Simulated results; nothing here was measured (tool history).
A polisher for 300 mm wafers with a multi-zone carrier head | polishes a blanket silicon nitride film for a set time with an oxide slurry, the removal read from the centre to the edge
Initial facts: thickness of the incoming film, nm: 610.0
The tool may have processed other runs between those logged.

run	hour	flow of slurry (ml/min)	pressure of the head's centre zone	pressure of the head's middle zone	pressure of the head's edge zone	abrasive content of the slurry	polishing time (s)	film removed at the wafer's centre (nm)	film removed at mid-radius (nm)	film removed at the wafer's edge (nm)
1	0	310	1	1	1	1	71	22.251	22.074	22.49
2	6.4	320	1.03	1.02	1	1	71	23.223	22.819	22.74
3	8.3	320	1.03	1.02	1	1	54	17.725	17.381	17.36
4	13.8	330	1.06	1.05	1.03	1.1	54	19.52	18.586	18.928
5	18.7	330	1.14	1.05	1.03	1.1	54	20.842	18.631	18.438
6	21.1	260	1.14	1.05	1.03	1.1	54	20.309	18.299	18.358
7	28.6	270	1.15	1.08	1.03	1.2	54	21.478	19.61	19.28
8	33.2	280	1.16	1.11	1.04	1.25	54	22.04	20.82	19.485

Run 9 has not been measured yet. What should we expect?
9	38.5	310	1.19	1.13	1.14	1.5	59	?	?	?

{"run 9": {"film removed at the wafer's centre (nm)": 27.721, "film removed at mid-radius (nm)": 25.089, "film removed at the wafer's edge (nm)": 24.208}}

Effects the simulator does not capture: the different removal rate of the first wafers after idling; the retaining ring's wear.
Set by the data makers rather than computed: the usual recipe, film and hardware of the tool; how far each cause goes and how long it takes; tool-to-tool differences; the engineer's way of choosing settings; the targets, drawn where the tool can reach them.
